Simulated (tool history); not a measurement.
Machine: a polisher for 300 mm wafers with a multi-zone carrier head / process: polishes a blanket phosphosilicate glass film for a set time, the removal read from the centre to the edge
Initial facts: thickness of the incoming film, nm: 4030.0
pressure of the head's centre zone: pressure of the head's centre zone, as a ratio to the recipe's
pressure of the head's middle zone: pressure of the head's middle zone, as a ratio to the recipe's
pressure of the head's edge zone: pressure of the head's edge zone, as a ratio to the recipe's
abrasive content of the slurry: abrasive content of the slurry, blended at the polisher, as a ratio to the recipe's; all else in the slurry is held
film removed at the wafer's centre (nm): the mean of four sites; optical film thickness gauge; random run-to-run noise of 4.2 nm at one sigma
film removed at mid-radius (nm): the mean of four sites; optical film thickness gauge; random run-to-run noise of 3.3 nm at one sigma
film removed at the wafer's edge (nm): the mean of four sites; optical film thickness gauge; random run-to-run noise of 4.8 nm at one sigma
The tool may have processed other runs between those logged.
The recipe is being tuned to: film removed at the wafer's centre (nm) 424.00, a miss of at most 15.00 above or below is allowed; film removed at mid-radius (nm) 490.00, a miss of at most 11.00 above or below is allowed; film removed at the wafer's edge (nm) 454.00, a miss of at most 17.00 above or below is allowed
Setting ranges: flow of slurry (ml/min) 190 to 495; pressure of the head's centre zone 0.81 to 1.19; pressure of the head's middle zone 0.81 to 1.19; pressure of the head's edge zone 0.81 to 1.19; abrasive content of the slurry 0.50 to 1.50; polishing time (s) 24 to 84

run  hour  flow of slurry (ml/min)  pressure of the head's centre zone  pressure of the head's middle zone  pressure of the head's edge zone  abrasive content of the slurry  polishing time (s)  film removed at the wafer's centre (nm)  film removed at mid-radius (nm)  film removed at the wafer's edge (nm)
  1   0.0                      320                                1.00                                1.00                              1.00                            1.00                  54                                   304.29                           299.64                                 295.67
  2   6.8                      330                                0.99                                1.05                              1.05                            1.15                  56                                   330.19                           354.89                                 343.71
  3  11.2                      330                                0.99                                0.97                              1.05                            1.15                  56                                   334.04                           333.83                                 340.05
  4  14.3                      330                                0.99                                0.97                              1.05                            1.15                  61                                   361.30                           362.28                                 371.85
  5  17.4                      330                                0.91                                0.97                              1.05                            1.15                  61                                   338.24                           359.34                                 376.12
  6  18.7                      295                                0.91                                0.97                              1.05                            1.15                  61                                   336.31                           358.39                                 372.22
  7  24.4                      300                                0.96                                1.03                              1.09                            1.25                  61                                   367.99                           390.63                                 402.87
  8  30.5                      330                                0.98                                1.08                              1.10                            1.30                  61                                   389.12                           426.31                                 408.13
  9  32.3                      330                                0.98                                1.10                              1.12                            1.35                  61                                   396.93                           434.38                                 420.05
 10  39.4                      330                                0.98                                1.13                              1.13                            1.40                  61                                   404.66                           456.23                                 421.71

Exercise: of the 5 proposed moves below, exactly one satisfies all targets within the stated allowed misses. Which move is it?
  A  46.5                      300                                0.88                                1.13                              1.19                            1.35                  65                                        ?                                ?                                      ?
  B  46.5                      300                                0.91                                1.17                              1.11                            1.40                  65                                        ?                                ?                                      ?
  C  46.5                      425                                0.84                                1.17                              1.13                            1.35                  67                                        ?                                ?                                      ?
  D  46.5                      285                                1.08                                1.14                              1.19                            1.50                  59                                        ?                                ?                                      ?
  E  46.5                      370                                0.98                                1.16                              1.18                            1.25                  67                                        ?                                ?                                      ?

move  film removed at the wafer's centre (nm)  film removed at mid-radius (nm)  film removed at the wafer's edge (nm)
   A                                   373.61                           472.21                                 447.47
   B                                   393.04                           494.69                                 441.66
   C                                   380.37                           517.60                                 462.07
   D                                   433.85                           449.23                                 423.44
   E                                   422.86                           489.09                                 449.44
A: misses by more than the last run did
B: brings the result that was furthest off to its target, and leaves another outside
C: carries the result that was furthest off beyond its target, to the other side
D: misses by more than the last run did
E: every result within its allowed miss
Answer: E

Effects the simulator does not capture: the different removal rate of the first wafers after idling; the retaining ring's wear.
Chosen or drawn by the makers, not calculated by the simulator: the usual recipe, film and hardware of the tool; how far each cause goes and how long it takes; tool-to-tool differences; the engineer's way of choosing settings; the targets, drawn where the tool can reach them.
